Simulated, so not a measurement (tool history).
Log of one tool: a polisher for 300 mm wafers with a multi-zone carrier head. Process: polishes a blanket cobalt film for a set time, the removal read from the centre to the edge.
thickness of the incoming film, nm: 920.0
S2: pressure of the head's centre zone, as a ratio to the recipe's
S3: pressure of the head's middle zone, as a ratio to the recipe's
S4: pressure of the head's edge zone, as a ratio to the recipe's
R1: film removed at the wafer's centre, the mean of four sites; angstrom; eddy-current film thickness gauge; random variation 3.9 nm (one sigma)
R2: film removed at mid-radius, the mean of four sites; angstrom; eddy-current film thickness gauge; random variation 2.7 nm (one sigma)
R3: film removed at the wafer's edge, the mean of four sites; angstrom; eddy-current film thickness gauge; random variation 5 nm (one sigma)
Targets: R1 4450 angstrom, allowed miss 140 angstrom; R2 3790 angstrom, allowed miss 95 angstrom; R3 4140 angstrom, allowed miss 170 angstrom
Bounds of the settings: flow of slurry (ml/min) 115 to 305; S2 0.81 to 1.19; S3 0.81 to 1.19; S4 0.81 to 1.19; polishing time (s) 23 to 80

{"run": 1, "hour": 0.0, "flow of slurry (ml/min)": 195, "S2": 1, "S3": 1, "S4": 1, "polishing time (s)": 51, "R1": 3296.5, "R2": 3349.4, "R3": 3377.5}
{"run": 2, "hour": 1.6, "flow of slurry (ml/min)": 195, "S2": 1, "S3": 1, "S4": 1, "polishing time (s)": 40, "R1": 2554.6, "R2": 2622.6, "R3": 2721.1}
{"run": 3, "hour": 3.4, "flow of slurry (ml/min)": 195, "S2": 1, "S3": 1, "S4": 1.06, "polishing time (s)": 40, "R1": 2563, "R2": 2619.1, "R3": 2703.3}
{"run": 4, "hour": 11.0, "flow of slurry (ml/min)": 195, "S2": 1, "S3": 1, "S4": 1.03, "polishing time (s)": 40, "R1": 2583.5, "R2": 2615.9, "R3": 2721.7}
{"run": 5, "hour": 17.3, "flow of slurry (ml/min)": 195, "S2": 1, "S3": 1, "S4": 1.03, "polishing time (s)": 27, "R1": 1726.1, "R2": 1753.7, "R3": 1824}
{"run": 6, "hour": 23.8, "flow of slurry (ml/min)": 195, "S2": 1, "S3": 1, "S4": 1.08, "polishing time (s)": 27, "R1": 1750.3, "R2": 1788.5, "R3": 1859.7}
{"run": 7, "hour": 26.0, "flow of slurry (ml/min)": 205, "S2": 1.03, "S3": 0.98, "S4": 1.09, "polishing time (s)": 36, "R1": 2449.6, "R2": 2360.2, "R3": 2519}
{"run": 8, "hour": 30.4, "flow of slurry (ml/min)": 225, "S2": 1.06, "S3": 0.98, "S4": 1.12, "polishing time (s)": 40, "R1": 2765.7, "R2": 2624.4, "R3": 2809.5}
{"run": 9, "hour": 33.1, "flow of slurry (ml/min)": 260, "S2": 1.16, "S3": 0.96, "S4": 1.19, "polishing time (s)": 54, "R1": 4163.2, "R2": 3530.2, "R3": 3959.4}

4 next moves are on the table. One of them brings every result within its allowed miss. Which?
{"run": "A", "hour": 35.8, "flow of slurry (ml/min)": 275, "S2": 1.19, "S3": 0.81, "S4": 1.18, "polishing time (s)": 56, "R1": "?", "R2": "?", "R3": "?"}
{"run": "B", "hour": 35.8, "flow of slurry (ml/min)": 275, "S2": 1.19, "S3": 0.86, "S4": 1.19, "polishing time (s)": 55, "R1": "?", "R2": "?", "R3": "?"}
{"run": "C", "hour": 35.8, "flow of slurry (ml/min)": 265, "S2": 1.07, "S3": 0.91, "S4": 1.18, "polishing time (s)": 54, "R1": "?", "R2": "?", "R3": "?"}
{"run": "D", "hour": 35.8, "flow of slurry (ml/min)": 265, "S2": 1.18, "S3": 0.99, "S4": 1.17, "polishing time (s)": 56, "R1": "?", "R2": "?", "R3": "?"}

move=A R1=4530.1 R2=3213.8 R3=4191.7
move=B R1=4450.8 R2=3315 R3=4130.7
move=C R1=3909.7 R2=3398.6 R3=4023.9
move=D R1=4476.8 R2=3780 R3=4151.7
A: further off than the last run
B: further off than the last run
C: further off than the last run
D: meets every target
Move D is the one to make.
